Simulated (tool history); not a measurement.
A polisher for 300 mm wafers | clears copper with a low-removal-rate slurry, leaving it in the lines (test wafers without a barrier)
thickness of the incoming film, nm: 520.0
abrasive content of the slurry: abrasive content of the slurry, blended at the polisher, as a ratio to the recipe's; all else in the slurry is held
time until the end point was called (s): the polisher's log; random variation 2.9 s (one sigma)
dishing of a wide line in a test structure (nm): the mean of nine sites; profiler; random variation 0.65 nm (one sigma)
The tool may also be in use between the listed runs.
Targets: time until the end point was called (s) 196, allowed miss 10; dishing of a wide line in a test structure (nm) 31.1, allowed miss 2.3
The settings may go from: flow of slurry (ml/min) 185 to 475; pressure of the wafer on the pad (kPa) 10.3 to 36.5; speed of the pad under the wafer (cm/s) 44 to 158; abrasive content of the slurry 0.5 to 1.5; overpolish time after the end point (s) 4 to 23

run	hour	flow of slurry (ml/min)	pressure of the wafer on the pad (kPa)	speed of the pad under the wafer (cm/s)	abrasive content of the slurry	overpolish time after the end point (s)	time until the end point was called (s)	dishing of a wide line in a test structure (nm)
1	0	305	23.4	100	1	12	138.32	27.954
2	6.4	305	23.4	116	1	12	120.79	30.918
3	10.6	305	23.4	116	1	8	116.79	22.846
4	13	305	22.1	114	1	10	125.26	25.172
5	22	305	20.7	112	1	11	138.74	26.072
6	22.9	305	20.7	112	0.85	11	141.89	25.034
7	25.4	315	13.8	108	0.9	17	207.22	26.05
8	28.3	315	14.5	108	0.9	18	201.54	27.952

4 next moves are on the table. One of them brings every result within its allowed miss. Which?
A	31.2	270	17.9	94	0.8	20	?	?
B	31.2	345	16.5	98	0.9	14	?	?
C	31.2	315	21.4	92	0.8	23	?	?
D	31.2	350	13.1	144	0.75	22	?	?

move	time until the end point was called (s)	dishing of a wide line in a test structure (nm)
A	200.56	30.516
B	197.85	22.984
C	172.81	38.379
D	171.83	36.133
A: meets every target
B: further off than the last run
C: takes the result that was furthest off past its target
D: takes the result that was furthest off past its target
Move A is the one to make.
